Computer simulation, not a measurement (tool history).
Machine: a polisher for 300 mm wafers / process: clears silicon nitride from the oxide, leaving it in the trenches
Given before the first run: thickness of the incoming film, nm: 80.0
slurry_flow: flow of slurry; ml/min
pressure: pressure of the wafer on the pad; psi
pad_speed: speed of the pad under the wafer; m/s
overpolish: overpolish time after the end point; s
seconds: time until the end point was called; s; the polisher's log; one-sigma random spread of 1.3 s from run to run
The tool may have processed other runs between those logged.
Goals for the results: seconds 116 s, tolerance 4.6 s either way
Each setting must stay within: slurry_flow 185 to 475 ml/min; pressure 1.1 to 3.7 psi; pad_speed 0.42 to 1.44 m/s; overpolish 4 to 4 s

{"run": 1, "hour": 0.0, "slurry_flow": 305, "pressure": 2.4, "pad_speed": 0.92, "overpolish": 4, "seconds": 106.36}
{"run": 2, "hour": 4.2, "slurry_flow": 305, "pressure": 2.4, "pad_speed": 0.92, "overpolish": 4, "seconds": 106.76}
{"run": 3, "hour": 7.8, "slurry_flow": 305, "pressure": 2.7, "pad_speed": 0.92, "overpolish": 4, "seconds": 96.009}
{"run": 4, "hour": 11.3, "slurry_flow": 305, "pressure": 2.6, "pad_speed": 0.92, "overpolish": 4, "seconds": 98.855}
{"run": 5, "hour": 14.7, "slurry_flow": 370, "pressure": 2.6, "pad_speed": 0.92, "overpolish": 4, "seconds": 97.653}
{"run": 6, "hour": 22.6, "slurry_flow": 370, "pressure": 2.6, "pad_speed": 1.02, "overpolish": 4, "seconds": 89.672}
{"run": 7, "hour": 24.2, "slurry_flow": 370, "pressure": 2.5, "pad_speed": 1.02, "overpolish": 4, "seconds": 92.041}
{"run": 8, "hour": 28.1, "slurry_flow": 370, "pressure": 2.4, "pad_speed": 1.02, "overpolish": 4, "seconds": 97.872}
{"run": 9, "hour": 29.6, "slurry_flow": 370, "pressure": 2.2, "pad_speed": 1.02, "overpolish": 4, "seconds": 101}
{"run": 10, "hour": 30.3, "slurry_flow": 370, "pressure": 1.7, "pad_speed": 1, "overpolish": 4, "seconds": 132.05}
{"run": 11, "hour": 32.1, "slurry_flow": 370, "pressure": 1.7, "pad_speed": 1, "overpolish": 4, "seconds": 130.21}

Consider the 5 candidate settings below. Which is the only one whose results all fall within their allowed miss of target?
{"run": "A", "hour": 33.9, "slurry_flow": 365, "pressure": 1.8, "pad_speed": 1.06, "overpolish": 4, "seconds": "?"}
{"run": "B", "hour": 33.9, "slurry_flow": 400, "pressure": 2.1, "pad_speed": 1.06, "overpolish": 4, "seconds": "?"}
{"run": "C", "hour": 33.9, "slurry_flow": 420, "pressure": 2, "pad_speed": 1.04, "overpolish": 4, "seconds": "?"}
{"run": "D", "hour": 33.9, "slurry_flow": 370, "pressure": 1.7, "pad_speed": 1.3, "overpolish": 4, "seconds": "?"}
{"run": "E", "hour": 33.9, "slurry_flow": 355, "pressure": 2, "pad_speed": 1.08, "overpolish": 4, "seconds": "?"}

move=A seconds=117.86
move=B seconds=102.61
move=C seconds=108.68
move=D seconds=101.24
move=E seconds=105.99
A: hits every target within its allowed miss
B: the result that was furthest off in the last run now lies on the other side of its target
C: the result that was furthest off in the last run now lies on the other side of its target
D: the result that was furthest off in the last run now lies on the other side of its target
E: the result that was furthest off in the last run now lies on the other side of its target
A meets every target.
